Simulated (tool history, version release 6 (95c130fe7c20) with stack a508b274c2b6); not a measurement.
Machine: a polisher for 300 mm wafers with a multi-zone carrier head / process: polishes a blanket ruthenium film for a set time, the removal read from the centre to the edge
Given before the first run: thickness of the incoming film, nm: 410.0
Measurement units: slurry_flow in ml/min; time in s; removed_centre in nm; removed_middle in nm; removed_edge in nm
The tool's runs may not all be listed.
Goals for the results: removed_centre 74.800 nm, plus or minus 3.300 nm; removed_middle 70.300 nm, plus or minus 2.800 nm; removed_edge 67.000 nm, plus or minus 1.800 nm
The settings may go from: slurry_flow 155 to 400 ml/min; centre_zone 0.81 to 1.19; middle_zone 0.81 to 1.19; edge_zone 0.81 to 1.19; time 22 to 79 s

run	hour	slurry_flow	centre_zone	middle_zone	edge_zone	time	removed_centre	removed_middle	removed_edge
1	0.0	255	1.00	1.00	1.00	50	44.375	44.756	45.448
2	3.0	255	1.00	1.00	0.97	50	44.218	44.434	44.756
3	4.3	255	1.00	1.03	0.97	50	43.713	45.527	44.332
4	5.5	295	1.00	1.03	0.97	50	45.236	46.338	44.702
5	8.7	340	1.00	1.03	0.97	50	46.507	46.975	45.581
6	14.0	345	1.02	1.04	0.99	52	47.953	49.906	47.634
7	20.3	350	1.04	1.03	0.99	54	51.680	51.619	48.932
8	28.3	350	1.05	1.03	1.00	56	53.424	53.586	51.935
# hour 33.3: slurry nozzle cleaned
9	33.3	355	1.07	1.03	1.00	58	58.048	57.236	55.156
10	34.6	355	1.08	1.03	1.00	59	59.359	57.281	55.136

Which of these 4 next moves meets every target?
A	35.9	335	1.13	1.04	0.99	72	?	?	?
B	35.9	270	0.95	0.82	1.19	61	?	?	?
C	35.9	395	0.95	1.12	1.19	71	?	?	?
D	35.9	380	0.99	0.98	1.08	68	?	?	?

move	removed_centre	removed_middle	removed_edge
A	74.526	70.183	67.496
B	54.035	48.784	61.879
C	65.037	74.273	73.339
D	64.054	63.885	66.929
A: every result within its allowed miss
B: lands further from the targets than the last run did
C: moves the result that the last run missed by most past its target, out the other side
D: corrects the largest miss of the last run, while another result sits out of spec
A meets every target.
